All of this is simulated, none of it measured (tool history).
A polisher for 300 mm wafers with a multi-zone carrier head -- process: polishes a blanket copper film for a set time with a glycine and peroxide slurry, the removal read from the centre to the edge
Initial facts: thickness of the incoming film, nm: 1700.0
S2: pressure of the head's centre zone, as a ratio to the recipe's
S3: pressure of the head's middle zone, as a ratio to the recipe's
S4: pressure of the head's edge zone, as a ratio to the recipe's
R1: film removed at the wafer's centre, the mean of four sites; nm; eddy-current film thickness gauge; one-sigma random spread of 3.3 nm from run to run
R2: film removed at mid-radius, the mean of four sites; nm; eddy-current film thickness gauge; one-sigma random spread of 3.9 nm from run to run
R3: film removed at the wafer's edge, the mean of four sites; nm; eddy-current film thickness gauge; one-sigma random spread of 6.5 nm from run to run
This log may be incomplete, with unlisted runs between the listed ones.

run 1 hour=0 | flow_of_slurry_(ml/min)=130 S2=1 S3=1 S4=1 polishing_time_(s)=79 | R1=515.34 R2=511.1 R3=537.44
run 2 hour=1.7 | flow_of_slurry_(ml/min)=130 S2=1 S3=1 S4=0.94 polishing_time_(s)=79 | R1=511.88 R2=511.16 R3=522.33
run 3 hour=9.3 | flow_of_slurry_(ml/min)=130 S2=1.05 S3=1 S4=0.94 polishing_time_(s)=79 | R1=538.42 R2=513.46 R3=515.75
run 4 hour=15.1 | flow_of_slurry_(ml/min)=140 S2=1.01 S3=1.03 S4=0.98 polishing_time_(s)=80 | R1=528.92 R2=540.09 R3=534.04
run 5 hour=17.3 | flow_of_slurry_(ml/min)=145 S2=0.98 S3=1.04 S4=1.01 polishing_time_(s)=81 | R1=528.1 R2=552.2 R3=554.57
run 6 hour=20 | flow_of_slurry_(ml/min)=145 S2=0.98 S3=1.11 S4=1.01 polishing_time_(s)=81 | R1=524.74 R2=588.27 R3=551.64
run 7 hour=23.5 | flow_of_slurry_(ml/min)=145 S2=0.96 S3=1.12 S4=1.04 polishing_time_(s)=82 | R1=523.18 R2=597.58 R3=576.97

For run 8, what comes out?
run 8 hour=29 | flow_of_slurry_(ml/min)=145 S2=0.95 S3=1.13 S4=1.06 polishing_time_(s)=82 | R1=? R2=? R3=?

For run 8 the tool returned R1 520.69 nm, R2 610.77 nm, R3 563.52 nm.
